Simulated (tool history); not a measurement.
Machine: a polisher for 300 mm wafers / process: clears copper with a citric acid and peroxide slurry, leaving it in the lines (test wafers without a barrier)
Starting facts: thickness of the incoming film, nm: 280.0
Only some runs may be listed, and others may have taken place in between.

run,hour,flow of slurry (ml/min),pressure of the wafer on the pad (kPa),speed of the pad under the wafer (m/s),abrasive content of the slurry,overpolish time after the end point (s),time until the end point was called (s),dishing of a wide line in a test structure (nm)
1,0.0,280,15.9,1.10,1.0,29,147.860,41.265
2,9.0,280,15.9,1.10,0.8,29,159.030,37.543
3,14.6,280,17.9,1.14,0.8,30,138.770,45.962
4,18.5,280,20.0,1.18,0.8,30,117.360,51.539
5,26.7,280,21.4,1.20,0.8,31,107.070,56.486
6,34.9,280,22.1,1.22,0.8,32,105.350,60.637
7,42.2,280,22.8,1.24,0.8,32,100.040,63.933
8,48.0,280,23.4,1.26,0.8,32,93.095,66.312

Predict the results of run 9:
9,54.9,280,23.4,1.26,0.8,33,?,?

time until the end point was called (s): 95.547
dishing of a wide line in a test structure (nm): 66.557
